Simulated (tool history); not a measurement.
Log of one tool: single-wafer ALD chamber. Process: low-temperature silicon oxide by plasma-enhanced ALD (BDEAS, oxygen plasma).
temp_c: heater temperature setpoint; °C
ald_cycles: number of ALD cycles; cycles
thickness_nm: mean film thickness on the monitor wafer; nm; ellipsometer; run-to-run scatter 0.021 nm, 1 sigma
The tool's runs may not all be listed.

run 1 day=0 | temp_c=120 ald_cycles=31 | thickness_nm=4.2365
run 2 day=0.367 | temp_c=119 ald_cycles=32 | thickness_nm=4.3995
run 3 day=0.662 | temp_c=118 ald_cycles=32 | thickness_nm=4.3852
run 4 day=0.871 | temp_c=112 ald_cycles=32 | thickness_nm=4.4909
run 5 day=1.021 | temp_c=111 ald_cycles=32 | thickness_nm=4.4897
run 6 day=1.225 | temp_c=116 ald_cycles=32 | thickness_nm=4.3941
run 7 day=1.354 | temp_c=114 ald_cycles=32 | thickness_nm=4.4331
run 8 day=1.592 | temp_c=114 ald_cycles=32 | thickness_nm=4.4233
run 9 day=1.754 | temp_c=113 ald_cycles=32 | thickness_nm=4.441

Estimate the outcome of run 10 from the log above:
run 10 day=1.904 | temp_c=112 ald_cycles=32 | thickness_nm=?

{"run 10": {"thickness_nm": 4.459}}
